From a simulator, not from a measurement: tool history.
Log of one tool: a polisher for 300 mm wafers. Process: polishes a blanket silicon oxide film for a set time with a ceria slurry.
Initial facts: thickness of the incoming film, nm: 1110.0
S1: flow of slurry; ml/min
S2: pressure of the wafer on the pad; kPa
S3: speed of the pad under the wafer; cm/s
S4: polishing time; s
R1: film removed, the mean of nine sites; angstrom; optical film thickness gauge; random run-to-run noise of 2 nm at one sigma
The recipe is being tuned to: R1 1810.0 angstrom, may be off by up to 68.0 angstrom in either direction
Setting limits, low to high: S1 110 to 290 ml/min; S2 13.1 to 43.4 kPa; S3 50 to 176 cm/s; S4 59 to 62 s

| run | hour | S1 | S2 | S3 | S4 | R1 |
|---|---|---|---|---|---|---|
| 1 | 0.0 | 185 | 28.3 | 112 | 59 | 3449.9 |
| 2 | 8.2 | 205 | 28.3 | 112 | 59 | 3446.9 |
| 3 | 14.1 | 205 | 23.4 | 108 | 59 | 2804.2 |
| 4 | 18.3 | 205 | 23.4 | 108 | 62 | 2871.8 |
| 5 | 22.2 | 205 | 20.0 | 106 | 62 | 2415.7 |
| 6 | 23.9 | 205 | 17.9 | 106 | 62 | 2211.4 |
| 7 | 29.3 | 205 | 16.5 | 106 | 62 | 2081.2 |
| 8 | 30.9 | 200 | 15.9 | 106 | 62 | 1956.0 |
| 9 | 32.6 | 190 | 15.9 | 106 | 62 | 2004.4 |
| 10 | 34.5 | 190 | 15.9 | 106 | 62 | 1948.7 |
| 11 | 38.6 | 180 | 13.8 | 106 | 62 | 1754.7 |

Consider the 5 candidate settings below. Which is the only one whose results all fall within their allowed miss of target?
| A | 42.7 | 200 | 13.1 | 106 | 62 | ? |
| B | 42.7 | 160 | 15.9 | 94 | 59 | ? |
| C | 42.7 | 175 | 17.2 | 88 | 59 | ? |
| D | 42.7 | 185 | 13.8 | 106 | 61 | ? |
| E | 42.7 | 175 | 15.2 | 106 | 60 | ? |

| move | R1 |
|---|---|
| A | 1653.3 |
| B | 1620.4 |
| C | 1670.5 |
| D | 1688.0 |
| E | 1801.0 |
A: moves away from the targets compared with the last run
B: moves away from the targets compared with the last run
C: moves away from the targets compared with the last run
D: moves away from the targets compared with the last run
E: all results in spec
E meets every target.
